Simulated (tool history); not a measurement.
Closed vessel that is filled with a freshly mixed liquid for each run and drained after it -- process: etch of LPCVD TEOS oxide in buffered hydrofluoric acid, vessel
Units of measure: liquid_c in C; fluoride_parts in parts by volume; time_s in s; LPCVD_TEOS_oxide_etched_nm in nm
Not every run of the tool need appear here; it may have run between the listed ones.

| run | day | liquid_c | fluoride_parts | time_s | LPCVD_TEOS_oxide_etched_nm |
|---|---|---|---|---|---|
| 1 | 0 | 25 | 18 | 90 | 132.09 |
| 2 | 0.238 | 26.5 | 15.5 | 90 | 168.11 |
| 3 | 0.396 | 26.5 | 15.5 | 95 | 171.94 |
| 4 | 0.667 | 26.5 | 15.5 | 95 | 173.78 |
| 5 | 0.825 | 26.5 | 15.5 | 95 | 176.82 |
| 6 | 0.929 | 26.5 | 15.5 | 95 | 177.47 |

Estimate the outcome of run 7 from the log above:
| 7 | 1.017 | 28 | 14 | 95 | ? |

Logged for run 7: LPCVD_TEOS_oxide_etched_nm 210.36 nm.
